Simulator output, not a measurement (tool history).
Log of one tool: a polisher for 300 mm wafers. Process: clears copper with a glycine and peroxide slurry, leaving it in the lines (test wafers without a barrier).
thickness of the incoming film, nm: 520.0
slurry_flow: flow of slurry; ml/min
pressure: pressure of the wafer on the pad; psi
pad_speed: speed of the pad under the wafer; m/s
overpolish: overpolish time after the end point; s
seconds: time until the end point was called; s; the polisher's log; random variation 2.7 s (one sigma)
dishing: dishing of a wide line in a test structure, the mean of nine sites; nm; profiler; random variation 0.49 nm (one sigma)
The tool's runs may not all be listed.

run,day,slurry_flow,pressure,pad_speed,overpolish,seconds,dishing
1,0.000,320,2.0,0.88,9,144.66,21.915
2,0.312,355,2.0,0.88,9,144.35,22.450
3,0.333,355,2.0,0.88,12,145.16,28.157
4,0.500,355,1.9,0.86,12,154.09,26.597
5,0.817,420,1.9,0.86,12,152.31,27.448
6,1.154,420,2.3,0.86,12,133.46,30.543
7,1.304,420,2.3,0.86,12,133.86,29.452
8,1.579,420,2.1,0.84,12,145.18,28.212

Run 9 comes next. What will it give?
9,1.938,420,2.1,0.84,12,?,?

{"run 9": {"seconds": 144.05, "dishing": 28.897}}

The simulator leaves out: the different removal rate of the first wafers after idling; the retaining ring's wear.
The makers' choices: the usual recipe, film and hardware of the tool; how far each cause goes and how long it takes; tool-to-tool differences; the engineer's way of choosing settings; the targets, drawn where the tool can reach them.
